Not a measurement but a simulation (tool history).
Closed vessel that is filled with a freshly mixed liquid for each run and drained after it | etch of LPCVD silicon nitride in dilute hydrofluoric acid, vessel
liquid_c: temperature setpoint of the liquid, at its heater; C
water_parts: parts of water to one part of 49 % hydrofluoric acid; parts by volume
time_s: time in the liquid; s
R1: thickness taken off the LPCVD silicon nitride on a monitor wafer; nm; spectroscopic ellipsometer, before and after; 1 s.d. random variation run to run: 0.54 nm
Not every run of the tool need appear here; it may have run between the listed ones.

run 1 day=0 | liquid_c=21 water_parts=50 time_s=3165 | R1=22.398
run 2 day=0.112 | liquid_c=21 water_parts=50 time_s=3375 | R1=23.826
run 3 day=0.346 | liquid_c=22 water_parts=45 time_s=3375 | R1=28.027
run 4 day=0.492 | liquid_c=24.5 water_parts=45 time_s=3375 | R1=33.42
run 5 day=0.658 | liquid_c=22.5 water_parts=45 time_s=3375 | R1=29.294
run 6 day=0.7 | liquid_c=22.5 water_parts=35 time_s=3375 | R1=37.17

The next listed run, before its measurement:
run 7 day=0.758 | liquid_c=23.5 water_parts=35 time_s=3375 | R1=?

R1: 40.042 nm
